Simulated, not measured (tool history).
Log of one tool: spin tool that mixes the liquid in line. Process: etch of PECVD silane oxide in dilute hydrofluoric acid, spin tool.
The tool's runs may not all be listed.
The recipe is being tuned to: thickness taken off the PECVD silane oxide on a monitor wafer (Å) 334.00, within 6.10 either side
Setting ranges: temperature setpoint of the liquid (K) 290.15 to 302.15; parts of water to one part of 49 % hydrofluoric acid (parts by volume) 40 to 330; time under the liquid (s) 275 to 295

run    day  temperature setpoint of the liquid (K)  parts of water to one part of 49 % hydrofluoric acid (parts by volume)  time under the liquid (s)  thickness taken off the PECVD silane oxide on a monitor wafer (Å)
  1  0.000                                  294.15                                                                     185                        275                                                             196.47
  2  0.250                                  294.15                                                                     140                        275                                                             270.96
  3  0.604                                  295.15                                                                     140                        275                                                             282.24
  4  0.721                                  295.15                                                                     140                        275                                                             286.01
  5  1.012                                  295.65                                                                     140                        275                                                             290.44
  6  1.100                                  296.15                                                                     140                        275                                                             294.84
  7  1.279                                  296.65                                                                     140                        275                                                             300.75
  8  1.546                                  297.15                                                                     140                        275                                                             305.64
  9  1.875                                  297.65                                                                     140                        275                                                             312.71
 10  2.196                                  298.65                                                                     140                        275                                                             322.88

Of the 5 settings listed for the next run, only one would bring every result within its allowed miss of target. Which one?
  A  2.517                                  297.15                                                                     125                        275                                                                  ?
  B  2.517                                  299.15                                                                     140                        280                                                                  ?
  C  2.517                                  295.65                                                                     125                        295                                                                  ?
  D  2.517                                  298.65                                                                     140                        295                                                                  ?
  E  2.517                                  298.15                                                                     145                        280                                                                  ?

move  thickness taken off the PECVD silane oxide on a monitor wafer (Å)
   A                                                             346.73
   B                                                             334.25
   C                                                             350.71
   D                                                             345.56
   E                                                             308.89
A: moves the result that the last run missed by most past its target, out the other side
B: every result within its allowed miss
C: moves the result that the last run missed by most past its target, out the other side
D: moves the result that the last run missed by most past its target, out the other side
E: the biggest miss grows against the last run
B meets every target.
